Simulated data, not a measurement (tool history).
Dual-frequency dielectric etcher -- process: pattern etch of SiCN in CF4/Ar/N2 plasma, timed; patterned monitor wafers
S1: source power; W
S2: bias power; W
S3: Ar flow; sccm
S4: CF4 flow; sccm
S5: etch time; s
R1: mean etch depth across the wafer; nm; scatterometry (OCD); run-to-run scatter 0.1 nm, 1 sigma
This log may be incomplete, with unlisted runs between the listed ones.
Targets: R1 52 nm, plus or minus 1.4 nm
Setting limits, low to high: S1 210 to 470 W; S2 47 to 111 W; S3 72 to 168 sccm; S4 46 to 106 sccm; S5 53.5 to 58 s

run 1 hour=0 | S1=340 S2=79 S3=120 S4=76 S5=58 | R1=41.114
run 2 hour=2.7 | S1=370 S2=80 S3=120 S4=76 S5=58 | R1=44.522
run 3 hour=3.3 | S1=340 S2=80 S3=120 S4=76 S5=58 | R1=41.359
run 4 hour=11.7 | S1=340 S2=80 S3=106 S4=76 S5=58 | R1=42.217
run 5 hour=19.8 | S1=370 S2=81 S3=106 S4=76 S5=58 | R1=45.54
run 6 hour=24.8 | S1=390 S2=82 S3=106 S4=76 S5=58 | R1=47.707
run 7 hour=28.3 | S1=400 S2=83 S3=106 S4=76 S5=58 | R1=48.903
run 8 hour=29.8 | S1=410 S2=83 S3=106 S4=76 S5=58 | R1=50.153

Consider the 5 candidate settings below. Which is the only one whose results all fall within their allowed miss of target?
run A hour=31.3 | S1=420 S2=71 S3=108 S4=84 S5=54.5 | R1=?
run B hour=31.3 | S1=430 S2=85 S3=94 S4=77 S5=56.5 | R1=?
run C hour=31.3 | S1=400 S2=81 S3=102 S4=77 S5=57 | R1=?
run D hour=31.3 | S1=400 S2=86 S3=103 S4=67 S5=55.5 | R1=?
run E hour=31.3 | S1=400 S2=81 S3=98 S4=72 S5=58 | R1=?

move=A R1=46.328
move=B R1=51.997
move=C R1=48.03
move=D R1=46.687
move=E R1=48.786
A: the biggest miss grows against the last run
B: in spec on every target
C: the biggest miss grows against the last run
D: the biggest miss grows against the last run
E: the biggest miss grows against the last run
Answer: B

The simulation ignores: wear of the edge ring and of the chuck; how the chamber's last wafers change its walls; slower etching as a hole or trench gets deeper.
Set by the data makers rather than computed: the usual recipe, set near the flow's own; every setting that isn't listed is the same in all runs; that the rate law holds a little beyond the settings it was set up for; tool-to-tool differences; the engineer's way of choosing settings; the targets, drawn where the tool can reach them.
